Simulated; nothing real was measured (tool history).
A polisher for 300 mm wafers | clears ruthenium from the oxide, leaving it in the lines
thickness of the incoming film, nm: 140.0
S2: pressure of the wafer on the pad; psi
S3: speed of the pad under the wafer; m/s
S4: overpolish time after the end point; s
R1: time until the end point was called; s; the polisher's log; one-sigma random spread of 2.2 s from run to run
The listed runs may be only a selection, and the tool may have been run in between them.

Run 1, hour 0: flow of slurry (ml/min) 140, S2 1.9 psi, S3 1.18 m/s, S4 7 s. Result: R1 96.44 s.
Run 2, hour 3.2: flow of slurry (ml/min) 140, S2 2.3 psi, S3 1.18 m/s, S4 7 s. Result: R1 78.858 s.
Run 3, hour 10.7: flow of slurry (ml/min) 140, S2 2.5 psi, S3 1.18 m/s, S4 7 s. Result: R1 74.936 s.
Run 4, hour 12.7: flow of slurry (ml/min) 140, S2 2.3 psi, S3 1.16 m/s, S4 7 s. Result: R1 82.531 s.
Run 5, hour 14: flow of slurry (ml/min) 140, S2 2.3 psi, S3 1.16 m/s, S4 7 s. Result: R1 83.174 s.
Run 6, hour 19.5: flow of slurry (ml/min) 140, S2 2.2 psi, S3 1.16 m/s, S4 7 s. Result: R1 85.569 s.

What does the tool deliver on the next run?
Run 7, hour 20.4: flow of slurry (ml/min) 140, S2 2.1 psi, S3 1.16 m/s, S4 7 s. Result: R1 ?.

R1: 86.986 s
